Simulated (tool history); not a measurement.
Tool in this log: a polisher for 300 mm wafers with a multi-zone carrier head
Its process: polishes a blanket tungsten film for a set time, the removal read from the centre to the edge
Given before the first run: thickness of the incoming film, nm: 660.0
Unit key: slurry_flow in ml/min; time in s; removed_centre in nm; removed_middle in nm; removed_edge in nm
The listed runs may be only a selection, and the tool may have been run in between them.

run    day  slurry_flow  centre_zone  middle_zone  edge_zone  slurry_solids  time  removed_centre  removed_middle  removed_edge
  1      0          305            1            1          1              1    36          256.19          240.53        241.99
  2  0.025          305            1         1.07          1              1    36          252.63          255.77        241.96
  3  0.279          305         0.93         1.07          1              1    36          240.22             256        245.11
  4  0.454          305         0.93         1.07          1            1.2    36          251.39          271.19        257.55
  5  0.562          305         0.93         1.07          1            1.2    40          278.86          302.58        285.76
  6  0.642          375         0.93         1.07          1            1.2    40           288.1           308.5        290.75

Predict the results of run 7:
  7  0.95          370         0.94            1       0.96              1    40               ?               ?             ?

Logged for run 7: removed_centre 271.69 nm, removed_middle 273.53 nm, removed_edge 271.21 nm.

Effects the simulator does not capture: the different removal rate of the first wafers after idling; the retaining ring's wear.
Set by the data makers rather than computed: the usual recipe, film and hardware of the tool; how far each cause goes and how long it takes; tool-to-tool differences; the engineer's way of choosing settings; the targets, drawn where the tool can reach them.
